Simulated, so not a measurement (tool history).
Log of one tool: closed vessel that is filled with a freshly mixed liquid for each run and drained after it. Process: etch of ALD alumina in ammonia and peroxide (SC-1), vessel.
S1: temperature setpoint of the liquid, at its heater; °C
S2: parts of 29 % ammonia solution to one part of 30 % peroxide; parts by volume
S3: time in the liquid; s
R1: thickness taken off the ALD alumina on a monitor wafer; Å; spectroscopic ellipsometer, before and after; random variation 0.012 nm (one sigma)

run	hour	S1	S2	S3	R1
1	0.0	63.0	0.50	35	24.628
2	1.9	61.5	0.50	35	23.528
3	7.1	60.0	0.50	35	21.370
4	10.6	58.5	0.50	35	19.573
5	15.8	58.5	0.35	35	19.150
6	24.0	58.5	0.35	35	19.181
7	25.2	57.5	0.35	35	18.203
8	27.2	56.5	0.35	35	17.389
9	36.2	55.5	0.35	35	16.242
10	44.3	55.0	0.35	35	15.894
11	53.2	54.5	0.35	35	15.466
12	57.4	54.0	0.35	35	15.088
13	61.5	53.5	0.35	35	14.737

The next listed run, before its measurement:
14	63.3	53.0	0.35	35	?

{"run 14": {"R1": 14.121}}
